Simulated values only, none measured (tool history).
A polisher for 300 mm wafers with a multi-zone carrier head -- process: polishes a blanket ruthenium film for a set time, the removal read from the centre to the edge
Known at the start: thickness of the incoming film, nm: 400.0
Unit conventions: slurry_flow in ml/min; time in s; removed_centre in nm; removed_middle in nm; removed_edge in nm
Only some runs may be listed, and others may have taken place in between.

Run 1, hour 0: slurry_flow 225 ml/min, centre_zone 1, middle_zone 1, edge_zone 1, time 31 s. Result: removed_centre 50.502 nm, removed_middle 51.09 nm, removed_edge 50.379 nm.
Run 2, hour 3: slurry_flow 235 ml/min, centre_zone 1.03, middle_zone 1.02, edge_zone 1.01, time 32 s. Result: removed_centre 54.409 nm, removed_middle 53.449 nm, removed_edge 51.879 nm.
Run 3, hour 9: slurry_flow 235 ml/min, centre_zone 1.03, middle_zone 1.02, edge_zone 1.01, time 29 s. Result: removed_centre 50.079 nm, removed_middle 49.064 nm, removed_edge 46.331 nm.
Run 4, hour 15.9: slurry_flow 235 ml/min, centre_zone 0.99, middle_zone 1.02, edge_zone 1.01, time 29 s. Result: removed_centre 47.603 nm, removed_middle 48.9 nm, removed_edge 47.579 nm.
Run 5, hour 23.9: slurry_flow 260 ml/min, centre_zone 0.99, middle_zone 1.02, edge_zone 1.01, time 29 s. Result: removed_centre 46.9 nm, removed_middle 50.343 nm, removed_edge 48.329 nm.
Run 6, hour 32.2: slurry_flow 260 ml/min, centre_zone 0.99, middle_zone 1.02, edge_zone 1.01, time 33 s. Result: removed_centre 53.973 nm, removed_middle 57.064 nm, removed_edge 54.664 nm.

The next listed run, before its measurement:
Run 7, hour 35.6: slurry_flow 265 ml/min, centre_zone 1.01, middle_zone 1.03, edge_zone 1.02, time 34 s. Result: removed_centre ?, removed_middle ?, removed_edge ?.

For run 7 the tool returned removed_centre 56.054 nm, removed_middle 58.299 nm, removed_edge 55.649 nm.
